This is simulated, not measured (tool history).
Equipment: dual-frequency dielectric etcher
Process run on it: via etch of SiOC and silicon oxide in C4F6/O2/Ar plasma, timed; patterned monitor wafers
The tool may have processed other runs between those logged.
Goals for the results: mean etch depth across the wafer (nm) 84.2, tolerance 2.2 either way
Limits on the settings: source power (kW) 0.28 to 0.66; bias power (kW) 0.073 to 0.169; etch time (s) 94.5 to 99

run	hour	source power (kW)	bias power (kW)	etch time (s)	mean etch depth across the wafer (nm)
1	0	0.47	0.121	94.5	94.313
2	1.7	0.47	0.121	94.5	94.371
3	8.6	0.47	0.121	99	98.232
4	13.3	0.39	0.121	99	92.382
5	14	0.38	0.12	99	91.768
6	22	0.37	0.119	99	91.07
7	27.1	0.36	0.118	99	90.201
8	30.2	0.35	0.117	99	88.933
9	32.4	0.34	0.116	99	88.506
10	34.2	0.33	0.115	99	87.115

Which one of the following 5 next-run settings gets every result inside its allowed miss? There is exactly one.
A	36	0.34	0.11	96.5	?
B	36	0.34	0.133	97	?
C	36	0.29	0.113	95	?
D	36	0.39	0.127	94.5	?
E	36	0.29	0.104	96.5	?

move	mean etch depth across the wafer (nm)
A	84.54
B	88.841
C	79.81
D	89.326
E	79.563
A: all results in spec
B: its largest miss is bigger than the last run's
C: moves the result that the last run missed by most past its target, out the other side
D: its largest miss is bigger than the last run's
E: moves the result that the last run missed by most past its target, out the other side
So the answer is move A, the one that meets all the targets.
